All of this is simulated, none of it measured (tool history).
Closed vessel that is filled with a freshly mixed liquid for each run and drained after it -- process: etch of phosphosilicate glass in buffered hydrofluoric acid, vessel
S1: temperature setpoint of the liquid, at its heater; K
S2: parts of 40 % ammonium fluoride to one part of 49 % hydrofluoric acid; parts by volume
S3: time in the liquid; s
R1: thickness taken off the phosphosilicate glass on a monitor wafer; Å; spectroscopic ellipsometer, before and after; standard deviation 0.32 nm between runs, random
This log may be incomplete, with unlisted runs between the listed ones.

| run | hour | S1 | S2 | S3 | R1 |
|---|---|---|---|---|---|
| 1 | 0 | 294.15 | 15.5 | 30 | 484.2 |
| 2 | 7.1 | 297.15 | 15.5 | 30 | 570.43 |
| 3 | 9.8 | 295.15 | 15.5 | 30 | 521.64 |
| 4 | 17.5 | 293.65 | 15.5 | 30 | 467.66 |
| 5 | 25.1 | 293.65 | 11.5 | 30 | 626.1 |
| 6 | 29.2 | 291.65 | 11.5 | 30 | 559.1 |
| 7 | 36 | 291.15 | 12.5 | 30 | 504.33 |
| 8 | 43.7 | 290.65 | 13.5 | 30 | 463.36 |
| 9 | 52.3 | 290.65 | 14 | 30 | 436.52 |

Predict the results of run 10:
| 10 | 56 | 290.65 | 14 | 30 | ? |

{"run 10": {"R1": 433.32}}
